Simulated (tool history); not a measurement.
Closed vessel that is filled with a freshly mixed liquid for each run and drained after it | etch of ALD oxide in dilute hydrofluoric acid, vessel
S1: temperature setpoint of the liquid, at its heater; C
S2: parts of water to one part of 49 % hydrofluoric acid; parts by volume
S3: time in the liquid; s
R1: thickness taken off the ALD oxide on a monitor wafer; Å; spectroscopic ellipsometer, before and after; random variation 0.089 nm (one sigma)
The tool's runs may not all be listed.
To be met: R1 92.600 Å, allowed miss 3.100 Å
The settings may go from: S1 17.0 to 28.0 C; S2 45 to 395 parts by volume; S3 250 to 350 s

run	hour	S1	S2	S3	R1
1	0.0	20.0	220	350	160.700
2	7.0	20.0	220	250	115.950
3	15.8	19.0	225	250	110.460
4	23.4	19.0	225	250	109.860
5	26.7	19.0	225	250	106.520
6	30.6	19.0	225	350	151.700
7	39.1	18.5	250	350	131.500
8	44.0	18.0	275	350	115.920
9	47.3	18.0	290	350	106.920
10	50.6	18.0	300	350	101.350
11	52.7	18.0	305	350	99.627
12	56.5	18.0	310	350	96.549

4 next moves are on the table. One of them brings every result within its allowed miss. Which?
A	60.3	17.5	335	350	?
B	60.3	17.0	290	320	?
C	60.3	20.0	255	260	?
D	60.3	18.0	260	290	?

move	R1
A	87.745
B	94.418
C	100.770
D	101.750
A: takes the result that was furthest off past its target
B: meets every target
C: further off than the last run
D: further off than the last run
The right move is B.
